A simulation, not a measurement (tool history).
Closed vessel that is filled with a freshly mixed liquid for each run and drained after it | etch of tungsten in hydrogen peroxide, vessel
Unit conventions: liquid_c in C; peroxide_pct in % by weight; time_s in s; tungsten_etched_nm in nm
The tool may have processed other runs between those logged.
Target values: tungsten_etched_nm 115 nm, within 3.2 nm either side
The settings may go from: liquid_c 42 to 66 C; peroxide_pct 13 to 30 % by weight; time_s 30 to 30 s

Run 1, hour 0: liquid_c 58 C, peroxide_pct 24 % by weight, time_s 30 s. Result: tungsten_etched_nm 151.84 nm.
Run 2, hour 1.2: liquid_c 57 C, peroxide_pct 24 % by weight, time_s 30 s. Result: tungsten_etched_nm 144.64 nm.
Run 3, hour 6.8: liquid_c 56 C, peroxide_pct 24 % by weight, time_s 30 s. Result: tungsten_etched_nm 136.89 nm.
Run 4, hour 8.1: liquid_c 55 C, peroxide_pct 24 % by weight, time_s 30 s. Result: tungsten_etched_nm 128.24 nm.
Run 5, hour 14.6: liquid_c 58 C, peroxide_pct 24 % by weight, time_s 30 s. Result: tungsten_etched_nm 152.96 nm.
At hour 22.3: thermometer replaced.
Run 6, hour 22.3: liquid_c 57 C, peroxide_pct 24 % by weight, time_s 30 s. Result: tungsten_etched_nm 127.23 nm.
Run 7, hour 27.4: liquid_c 56.5 C, peroxide_pct 24 % by weight, time_s 30 s. Result: tungsten_etched_nm 125.85 nm.
Run 8, hour 33: liquid_c 56 C, peroxide_pct 24 % by weight, time_s 30 s. Result: tungsten_etched_nm 121.17 nm.

Which of these 5 next moves meets every target?
Run A, hour 38.6: liquid_c 58 C, peroxide_pct 20 % by weight, time_s 30 s. Result: tungsten_etched_nm ?.
Run B, hour 38.6: liquid_c 55.5 C, peroxide_pct 23.5 % by weight, time_s 30 s. Result: tungsten_etched_nm ?.
Run C, hour 38.6: liquid_c 57 C, peroxide_pct 25 % by weight, time_s 30 s. Result: tungsten_etched_nm ?.
Run D, hour 38.6: liquid_c 55 C, peroxide_pct 30 % by weight, time_s 30 s. Result: tungsten_etched_nm ?.
Run E, hour 38.6: liquid_c 58.5 C, peroxide_pct 22 % by weight, time_s 30 s. Result: tungsten_etched_nm ?.

move  tungsten_etched_nm
   A              123.37
   B              115.49
   C              130.11
   D              126.68
   E               133.2
A: the biggest miss grows against the last run
B: meets every target
C: the biggest miss grows against the last run
D: the biggest miss grows against the last run
E: the biggest miss grows against the last run
The move that meets every target is B.

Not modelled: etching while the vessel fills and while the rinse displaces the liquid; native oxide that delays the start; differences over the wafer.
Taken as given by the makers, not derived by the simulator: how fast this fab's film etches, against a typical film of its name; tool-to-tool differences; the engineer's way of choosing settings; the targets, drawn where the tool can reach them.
